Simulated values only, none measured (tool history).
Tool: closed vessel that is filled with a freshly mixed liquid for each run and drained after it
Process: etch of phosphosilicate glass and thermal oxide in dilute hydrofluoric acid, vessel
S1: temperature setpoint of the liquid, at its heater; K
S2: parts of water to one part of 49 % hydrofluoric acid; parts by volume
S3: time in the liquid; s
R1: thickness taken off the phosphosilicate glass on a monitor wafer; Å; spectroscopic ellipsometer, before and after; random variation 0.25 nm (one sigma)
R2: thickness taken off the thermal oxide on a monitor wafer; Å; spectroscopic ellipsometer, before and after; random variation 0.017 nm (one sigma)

run    day      S1   S2  S3      R1       R2
  1  0.000  296.15  230  60  377.04  10.2310
  2  0.162  294.65  230  60  362.27   9.4722
  3  0.304  294.15  235  60  344.03   9.2487
  4  0.571  294.15  235  45  258.17   6.8898
  5  0.596  294.15  235  30  172.39   4.4034
  6  0.850  294.15  235  30  171.06   4.4292
  7  1.046  297.15  215  30  216.42   5.5979
  8  1.162  301.15  195  30  284.59   7.3502

Forecast run 9:
  9  1.425  301.65  195  30   ?   ?

Run 9 gave R1 285.50 Å, R2 7.1807 Å.

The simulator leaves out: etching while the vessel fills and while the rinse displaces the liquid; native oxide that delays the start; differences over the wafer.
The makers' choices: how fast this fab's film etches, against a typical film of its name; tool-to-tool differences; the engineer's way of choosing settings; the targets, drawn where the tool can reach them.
